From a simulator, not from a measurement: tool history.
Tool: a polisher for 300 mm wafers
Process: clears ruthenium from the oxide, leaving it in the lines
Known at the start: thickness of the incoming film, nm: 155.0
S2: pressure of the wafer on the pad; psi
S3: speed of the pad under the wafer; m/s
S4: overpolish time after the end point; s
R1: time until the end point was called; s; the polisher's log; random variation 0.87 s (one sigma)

run 1 day=0.000 | flow_of_slurry_(ml/min)=215 S2=1.9 S3=0.96 S4=34 | R1=141.660
run 2 day=0.171 | flow_of_slurry_(ml/min)=215 S2=1.4 S3=0.96 S4=34 | R1=193.230
run 3 day=0.329 | flow_of_slurry_(ml/min)=220 S2=1.8 S3=0.96 S4=34 | R1=149.260
run 4 day=0.679 | flow_of_slurry_(ml/min)=230 S2=2.0 S3=0.96 S4=34 | R1=136.200
run 5 day=0.808 | flow_of_slurry_(ml/min)=230 S2=2.2 S3=0.96 S4=34 | R1=121.830
run 6 day=1.058 | flow_of_slurry_(ml/min)=230 S2=2.4 S3=0.96 S4=34 | R1=111.040
-- day=1.188 slurry nozzle cleaned
run 7 day=1.188 | flow_of_slurry_(ml/min)=230 S2=2.5 S3=0.96 S4=34 | R1=99.319
run 8 day=1.233 | flow_of_slurry_(ml/min)=230 S2=2.6 S3=0.96 S4=34 | R1=96.443

Forecast run 9:
run 9 day=1.450 | flow_of_slurry_(ml/min)=230 S2=2.6 S3=0.96 S4=34 | R1=?

R1: 97.124 s
